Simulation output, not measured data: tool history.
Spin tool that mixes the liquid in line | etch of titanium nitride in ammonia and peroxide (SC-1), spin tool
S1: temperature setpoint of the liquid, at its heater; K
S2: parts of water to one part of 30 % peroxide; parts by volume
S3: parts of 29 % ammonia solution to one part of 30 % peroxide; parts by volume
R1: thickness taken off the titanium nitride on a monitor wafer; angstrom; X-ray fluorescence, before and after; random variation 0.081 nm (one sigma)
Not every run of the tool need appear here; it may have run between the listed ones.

{"run": 1, "hour": 0.0, "S1": 322.15, "S2": 14, "S3": 0.45, "time under the liquid (s)": 265, "R1": 115.05}
{"run": 2, "hour": 5.3, "S1": 328.15, "S2": 14, "S3": 0.45, "time under the liquid (s)": 265, "R1": 172.49}
{"run": 3, "hour": 5.9, "S1": 327.65, "S2": 14, "S3": 0.45, "time under the liquid (s)": 265, "R1": 168.68}
{"run": 4, "hour": 8.7, "S1": 327.65, "S2": 14, "S3": 0.6, "time under the liquid (s)": 265, "R1": 176.92}
{"run": 5, "hour": 13.0, "S1": 327.65, "S2": 14, "S3": 0.5, "time under the liquid (s)": 265, "R1": 169.6}
{"run": 6, "hour": 21.9, "S1": 327.65, "S2": 10, "S3": 0.5, "time under the liquid (s)": 265, "R1": 204.99}

Run 7, settings as shown, results not yet in. Your forecast:
{"run": 7, "hour": 29.9, "S1": 326.65, "S2": 10, "S3": 0.5, "time under the liquid (s)": 265, "R1": "?"}

For run 7 the tool returned R1 192.7 angstrom.
